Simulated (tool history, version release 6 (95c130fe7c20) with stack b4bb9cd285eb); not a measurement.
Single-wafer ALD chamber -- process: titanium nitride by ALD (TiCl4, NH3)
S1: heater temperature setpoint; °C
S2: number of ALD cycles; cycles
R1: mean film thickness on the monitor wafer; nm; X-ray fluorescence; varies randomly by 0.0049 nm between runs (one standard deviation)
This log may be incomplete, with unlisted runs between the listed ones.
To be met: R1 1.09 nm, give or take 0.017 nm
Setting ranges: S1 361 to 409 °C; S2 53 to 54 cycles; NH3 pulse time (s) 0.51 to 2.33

{"run": 1, "hour": 0.0, "S1": 385, "S2": 53, "NH3 pulse time (s)": 1.42, "R1": 1.1639}
{"run": 2, "hour": 4.3, "S1": 375, "S2": 53, "NH3 pulse time (s)": 1.42, "R1": 1.1387}
{"run": 3, "hour": 7.9, "S1": 375, "S2": 53, "NH3 pulse time (s)": 1.42, "R1": 1.1533}
{"run": 4, "hour": 11.1, "S1": 375, "S2": 53, "NH3 pulse time (s)": 1.19, "R1": 1.1127}
{"run": 5, "hour": 16.8, "S1": 375, "S2": 53, "NH3 pulse time (s)": 1.46, "R1": 1.1558}
{"run": 6, "hour": 22.1, "S1": 382, "S2": 53, "NH3 pulse time (s)": 1.46, "R1": 1.1663}
{"run": 7, "hour": 28.4, "S1": 370, "S2": 53, "NH3 pulse time (s)": 1.01, "R1": 1.0634}
{"run": 8, "hour": 35.2, "S1": 371, "S2": 53, "NH3 pulse time (s)": 1.01, "R1": 1.0715}

4 next moves are on the table. One of them brings every result within its allowed miss. Which?
{"run": "A", "hour": 42.0, "S1": 366, "S2": 54, "NH3 pulse time (s)": 1.21, "R1": "?"}
{"run": "B", "hour": 42.0, "S1": 368, "S2": 53, "NH3 pulse time (s)": 1.16, "R1": "?"}
{"run": "C", "hour": 42.0, "S1": 382, "S2": 53, "NH3 pulse time (s)": 1.14, "R1": "?"}
{"run": "D", "hour": 42.0, "S1": 375, "S2": 53, "NH3 pulse time (s)": 0.87, "R1": "?"}

move=A R1=1.1119
move=B R1=1.0887
move=C R1=1.1211
move=D R1=1.0423
A: carries the result that was furthest off beyond its target, to the other side
B: in spec on every target
C: carries the result that was furthest off beyond its target, to the other side
D: lands further from the targets than the last run did
The move that meets every target is B.
